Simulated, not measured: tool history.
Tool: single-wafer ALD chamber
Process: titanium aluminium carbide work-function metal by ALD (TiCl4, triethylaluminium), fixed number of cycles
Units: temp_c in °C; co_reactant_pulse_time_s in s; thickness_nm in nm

run    day  temp_c  co_reactant_pulse_time_s  thickness_nm
  1      0     275                      7.68        1.4029
  2  0.167     271                      6.96        1.3287
  3  0.233     261                      6.96        1.2707
  4    0.4     261                      5.68        1.1612
  5  0.754     261                      7.73        1.3147
  6  0.988     265                      7.73        1.3475
  7  1.162     263                      7.36        1.3005
  8  1.242     261                      7.07        1.2811
  9  1.433     260                      6.77        1.2527
 10  1.625     259                      6.53        1.2306
 11  1.692     258                      6.33        1.2061
 12  2.017     257                       6.2         1.191
 13  2.179     256                       6.1        1.1738

The next listed run, before its measurement:
 14  2.204     255                      6.04             ?

Run 14 gave thickness_nm 1.1593 nm.
